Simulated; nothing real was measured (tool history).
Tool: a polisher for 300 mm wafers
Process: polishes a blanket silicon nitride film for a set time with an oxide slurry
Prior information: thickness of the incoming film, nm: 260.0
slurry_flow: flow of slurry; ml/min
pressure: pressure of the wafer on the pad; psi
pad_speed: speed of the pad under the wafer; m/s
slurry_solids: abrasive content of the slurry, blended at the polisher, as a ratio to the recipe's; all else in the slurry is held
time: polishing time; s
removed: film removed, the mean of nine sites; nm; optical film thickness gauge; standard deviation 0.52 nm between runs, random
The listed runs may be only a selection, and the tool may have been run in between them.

run  hour  slurry_flow  pressure  pad_speed  slurry_solids  time  removed
  1     0          225       4.4        0.9              1    96   61.823
  2   4.4          225       4.2        0.9              1    96   59.496
  3  12.9          225         4        0.9              1    96   57.636
  4  20.9          225       3.8        0.9              1    96   54.923
  5  21.9          225       3.7        0.9              1    96   51.643
  6  27.6          225       4.7        0.9              1    96   66.592

Expected results for the next run?
  7  30.8          225       4.5        0.9              1    96        ?

removed: 64.489 nm
